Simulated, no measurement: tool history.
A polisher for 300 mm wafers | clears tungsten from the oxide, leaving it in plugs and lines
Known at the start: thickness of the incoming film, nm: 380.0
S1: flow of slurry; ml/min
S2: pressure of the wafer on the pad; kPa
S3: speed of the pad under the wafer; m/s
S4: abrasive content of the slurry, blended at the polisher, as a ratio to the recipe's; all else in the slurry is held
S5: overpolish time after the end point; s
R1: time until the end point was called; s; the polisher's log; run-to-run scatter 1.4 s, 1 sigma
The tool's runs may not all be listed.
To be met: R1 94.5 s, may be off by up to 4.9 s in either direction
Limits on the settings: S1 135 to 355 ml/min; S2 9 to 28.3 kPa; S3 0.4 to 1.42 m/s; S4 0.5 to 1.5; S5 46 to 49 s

{"run": 1, "hour": 0.0, "S1": 225, "S2": 18.6, "S3": 0.9, "S4": 1, "S5": 46, "R1": 119.53}
{"run": 2, "hour": 7.8, "S1": 225, "S2": 19.3, "S3": 0.9, "S4": 1, "S5": 46, "R1": 115.18}
{"run": 3, "hour": 14.5, "S1": 225, "S2": 20, "S3": 0.9, "S4": 1, "S5": 46, "R1": 115.11}
{"run": 4, "hour": 15.8, "S1": 205, "S2": 20, "S3": 0.9, "S4": 1, "S5": 46, "R1": 111.24}
{"run": 5, "hour": 23.7, "S1": 205, "S2": 20, "S3": 0.9, "S4": 1, "S5": 46, "R1": 109.82}
{"run": 6, "hour": 26.4, "S1": 205, "S2": 17.2, "S3": 0.9, "S4": 1, "S5": 46, "R1": 122.88}
{"run": 7, "hour": 34.4, "S1": 205, "S2": 18.6, "S3": 0.92, "S4": 1, "S5": 46, "R1": 117.84}
{"run": 8, "hour": 37.5, "S1": 205, "S2": 20, "S3": 0.92, "S4": 1, "S5": 46, "R1": 107.8}
{"run": 9, "hour": 43.6, "S1": 205, "S2": 20.7, "S3": 0.92, "S4": 1, "S5": 46, "R1": 108.85}

Which single option among these 5 for the next run brings every result within its allowed miss of target? Just one does.
{"run": "A", "hour": 49.7, "S1": 175, "S2": 18.6, "S3": 1.12, "S4": 1.1, "S5": 49, "R1": "?"}
{"run": "B", "hour": 49.7, "S1": 135, "S2": 18.6, "S3": 0.86, "S4": 0.95, "S5": 46, "R1": "?"}
{"run": "C", "hour": 49.7, "S1": 205, "S2": 22.1, "S3": 0.88, "S4": 1, "S5": 46, "R1": "?"}
{"run": "D", "hour": 49.7, "S1": 210, "S2": 22.8, "S3": 0.88, "S4": 1.05, "S5": 49, "R1": "?"}
{"run": "E", "hour": 49.7, "S1": 285, "S2": 17.2, "S3": 0.98, "S4": 1.2, "S5": 46, "R1": "?"}

move=A R1=96.174
move=B R1=131.48
move=C R1=108.92
move=D R1=105.11
move=E R1=106.74
A: each result inside its tolerance
B: lands further from the targets than the last run did
C: neither nearer nor further off than the last run
D: moves toward the targets from the last run without getting all of them in spec
E: moves toward the targets from the last run without getting all of them in spec
Correct choice: A, which meets every target
